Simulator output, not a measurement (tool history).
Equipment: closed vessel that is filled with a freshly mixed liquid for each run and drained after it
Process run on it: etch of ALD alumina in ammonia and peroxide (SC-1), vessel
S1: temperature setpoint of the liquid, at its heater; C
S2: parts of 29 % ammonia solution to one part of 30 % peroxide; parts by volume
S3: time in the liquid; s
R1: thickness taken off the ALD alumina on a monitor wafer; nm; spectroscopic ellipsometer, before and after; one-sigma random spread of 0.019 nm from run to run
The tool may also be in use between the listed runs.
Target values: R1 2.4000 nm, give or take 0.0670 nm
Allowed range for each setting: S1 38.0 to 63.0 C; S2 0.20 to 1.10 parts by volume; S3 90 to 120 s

Run 1, hour 0.0: S1 47.0 C, S2 0.60 parts by volume, S3 120 s. Result: R1 4.1835 nm.
Run 2, hour 7.5: S1 51.0 C, S2 0.60 parts by volume, S3 120 s. Result: R1 5.2761 nm.
Run 3, hour 14.6: S1 58.0 C, S2 0.60 parts by volume, S3 120 s. Result: R1 7.6172 nm.
Run 4, hour 20.3: S1 58.0 C, S2 0.60 parts by volume, S3 120 s. Result: R1 7.5672 nm.
Run 5, hour 25.1: S1 58.0 C, S2 0.45 parts by volume, S3 120 s. Result: R1 7.3481 nm.
Run 6, hour 34.0: S1 58.0 C, S2 0.45 parts by volume, S3 120 s. Result: R1 7.4735 nm.
Run 7, hour 35.3: S1 51.5 C, S2 0.45 parts by volume, S3 115 s. Result: R1 4.9635 nm.
Run 8, hour 39.4: S1 47.5 C, S2 0.45 parts by volume, S3 115 s. Result: R1 4.0327 nm.
Run 9, hour 45.6: S1 44.5 C, S2 0.45 parts by volume, S3 115 s. Result: R1 3.3678 nm.
Run 10, hour 53.1: S1 42.5 C, S2 0.45 parts by volume, S3 115 s. Result: R1 2.9823 nm.
Run 11, hour 58.3: S1 41.5 C, S2 0.45 parts by volume, S3 115 s. Result: R1 2.8705 nm.
Run 12, hour 64.7: S1 40.5 C, S2 0.45 parts by volume, S3 115 s. Result: R1 2.6883 nm.
Run 13, hour 73.7: S1 38.0 C, S2 0.45 parts by volume, S3 115 s. Result: R1 2.3128 nm.

5 candidate next runs follow, results not yet known. Just one meets every target within its allowed miss. Identify it.
Run A, hour 82.7: S1 38.0 C, S2 0.45 parts by volume, S3 110 s. Result: R1 ?.
Run B, hour 82.7: S1 41.5 C, S2 0.45 parts by volume, S3 90 s. Result: R1 ?.
Run C, hour 82.7: S1 38.0 C, S2 0.35 parts by volume, S3 115 s. Result: R1 ?.
Run D, hour 82.7: S1 38.0 C, S2 0.40 parts by volume, S3 115 s. Result: R1 ?.
Run E, hour 82.7: S1 38.0 C, S2 0.45 parts by volume, S3 120 s. Result: R1 ?.

move      R1
   A  2.1787
   B  2.1924
   C  2.2236
   D  2.2522
   E  2.3767
A: its largest miss is bigger than the last run's
B: its largest miss is bigger than the last run's
C: its largest miss is bigger than the last run's
D: its largest miss is bigger than the last run's
E: meets every target
E is the move that brings every result within its allowed miss.
